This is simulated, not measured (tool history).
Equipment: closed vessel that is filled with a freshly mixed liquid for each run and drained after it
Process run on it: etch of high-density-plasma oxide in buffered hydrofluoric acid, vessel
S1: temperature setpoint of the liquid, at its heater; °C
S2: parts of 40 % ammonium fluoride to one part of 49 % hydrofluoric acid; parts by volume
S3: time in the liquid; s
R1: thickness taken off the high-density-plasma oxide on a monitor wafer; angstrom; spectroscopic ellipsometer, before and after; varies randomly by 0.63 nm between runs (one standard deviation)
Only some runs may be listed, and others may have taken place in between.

run,day,S1,S2,S3,R1
1,0,22,20,85,848.54
2,0.283,22,25.5,85,730.42
3,0.633,22,25.5,95,796.09
4,0.929,22,20,95,941.86
5,0.996,22,24,95,833.37
6,1.279,22,24,95,842.31
7,1.421,21.5,24,95,814.1
8,1.504,21,24,95,780.78
9,1.75,20.5,24,95,765.48

Run 10 is up next; what results do you expect?
10,1.921,20,24,95,?

R1: 740.54 angstrom

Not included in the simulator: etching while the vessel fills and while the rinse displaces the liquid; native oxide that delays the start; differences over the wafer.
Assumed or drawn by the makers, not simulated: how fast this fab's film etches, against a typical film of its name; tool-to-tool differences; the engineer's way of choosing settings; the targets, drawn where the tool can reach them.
